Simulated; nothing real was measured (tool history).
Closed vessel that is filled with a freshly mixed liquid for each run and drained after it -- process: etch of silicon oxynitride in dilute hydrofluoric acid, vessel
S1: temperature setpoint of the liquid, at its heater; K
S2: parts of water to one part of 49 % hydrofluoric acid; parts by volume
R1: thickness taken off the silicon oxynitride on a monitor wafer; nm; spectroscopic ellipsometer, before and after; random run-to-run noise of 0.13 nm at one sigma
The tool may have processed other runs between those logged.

Run 1, hour 0.0: S1 293.15 K, S2 260 parts by volume, time in the liquid (s) 1700. Result: R1 11.032 nm.
Run 2, hour 4.5: S1 295.15 K, S2 240 parts by volume, time in the liquid (s) 1700. Result: R1 13.213 nm.
Run 3, hour 9.5: S1 296.65 K, S2 225 parts by volume, time in the liquid (s) 1700. Result: R1 15.373 nm.
Run 4, hour 13.2: S1 296.65 K, S2 225 parts by volume, time in the liquid (s) 1700. Result: R1 15.416 nm.
Run 5, hour 19.0: S1 298.65 K, S2 225 parts by volume, time in the liquid (s) 1700. Result: R1 16.905 nm.
At hour 26.2: thermometer replaced.
Run 6, hour 26.2: S1 298.65 K, S2 280 parts by volume, time in the liquid (s) 1700. Result: R1 13.879 nm.

Expected results for the next run?
Run 7, hour 31.4: S1 299.15 K, S2 255 parts by volume, time in the liquid (s) 1700. Result: R1 ?.

Run 7 came out at R1 15.783 nm.

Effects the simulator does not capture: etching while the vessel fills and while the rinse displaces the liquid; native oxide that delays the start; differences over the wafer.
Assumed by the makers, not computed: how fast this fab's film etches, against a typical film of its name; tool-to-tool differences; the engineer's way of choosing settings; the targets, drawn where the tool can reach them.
